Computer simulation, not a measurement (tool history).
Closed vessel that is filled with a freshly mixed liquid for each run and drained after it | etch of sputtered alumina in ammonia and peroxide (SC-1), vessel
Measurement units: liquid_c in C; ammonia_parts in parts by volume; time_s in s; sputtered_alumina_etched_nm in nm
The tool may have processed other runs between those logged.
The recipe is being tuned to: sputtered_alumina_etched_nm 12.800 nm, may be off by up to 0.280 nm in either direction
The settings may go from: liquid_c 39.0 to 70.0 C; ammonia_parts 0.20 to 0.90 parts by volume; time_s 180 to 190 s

Run 1, hour 0.0: liquid_c 55.0 C, ammonia_parts 0.50 parts by volume, time_s 180 s. Result: sputtered_alumina_etched_nm 15.832 nm.
Run 2, hour 6.8: liquid_c 55.0 C, ammonia_parts 0.60 parts by volume, time_s 180 s. Result: sputtered_alumina_etched_nm 15.984 nm.
Run 3, hour 9.1: liquid_c 55.0 C, ammonia_parts 0.45 parts by volume, time_s 180 s. Result: sputtered_alumina_etched_nm 15.721 nm.
Run 4, hour 9.9: liquid_c 55.0 C, ammonia_parts 0.45 parts by volume, time_s 190 s. Result: sputtered_alumina_etched_nm 16.481 nm.
Run 5, hour 18.7: liquid_c 59.5 C, ammonia_parts 0.45 parts by volume, time_s 190 s. Result: sputtered_alumina_etched_nm 20.939 nm.
Run 6, hour 27.1: liquid_c 57.0 C, ammonia_parts 0.45 parts by volume, time_s 190 s. Result: sputtered_alumina_etched_nm 18.362 nm.
Run 7, hour 29.2: liquid_c 55.5 C, ammonia_parts 0.45 parts by volume, time_s 190 s. Result: sputtered_alumina_etched_nm 16.960 nm.
Run 8, hour 31.0: liquid_c 54.5 C, ammonia_parts 0.45 parts by volume, time_s 190 s. Result: sputtered_alumina_etched_nm 16.125 nm.
Run 9, hour 36.6: liquid_c 53.5 C, ammonia_parts 0.45 parts by volume, time_s 190 s. Result: sputtered_alumina_etched_nm 15.338 nm.
Run 10, hour 44.9: liquid_c 52.5 C, ammonia_parts 0.45 parts by volume, time_s 190 s. Result: sputtered_alumina_etched_nm 14.478 nm.
Run 11, hour 46.9: liquid_c 52.0 C, ammonia_parts 0.45 parts by volume, time_s 190 s. Result: sputtered_alumina_etched_nm 14.102 nm.
Run 12, hour 48.1: liquid_c 51.5 C, ammonia_parts 0.45 parts by volume, time_s 190 s. Result: sputtered_alumina_etched_nm 13.796 nm.
Run 13, hour 56.0: liquid_c 51.0 C, ammonia_parts 0.45 parts by volume, time_s 190 s. Result: sputtered_alumina_etched_nm 13.268 nm.

Pick the move, out of 4, that brings all results within their allowed miss; only one does.
Run A, hour 63.9: liquid_c 52.0 C, ammonia_parts 0.40 parts by volume, time_s 190 s. Result: sputtered_alumina_etched_nm ?.
Run B, hour 63.9: liquid_c 52.0 C, ammonia_parts 0.35 parts by volume, time_s 190 s. Result: sputtered_alumina_etched_nm ?.
Run C, hour 63.9: liquid_c 51.5 C, ammonia_parts 0.50 parts by volume, time_s 190 s. Result: sputtered_alumina_etched_nm ?.
Run D, hour 63.9: liquid_c 50.5 C, ammonia_parts 0.55 parts by volume, time_s 185 s. Result: sputtered_alumina_etched_nm ?.

move  sputtered_alumina_etched_nm
   A                       13.972
   B                       13.796
   C                       13.889
   D                       12.921
A: moves away from the targets compared with the last run
B: moves away from the targets compared with the last run
C: moves away from the targets compared with the last run
D: every result lands within tolerance
Move D is the one to make.

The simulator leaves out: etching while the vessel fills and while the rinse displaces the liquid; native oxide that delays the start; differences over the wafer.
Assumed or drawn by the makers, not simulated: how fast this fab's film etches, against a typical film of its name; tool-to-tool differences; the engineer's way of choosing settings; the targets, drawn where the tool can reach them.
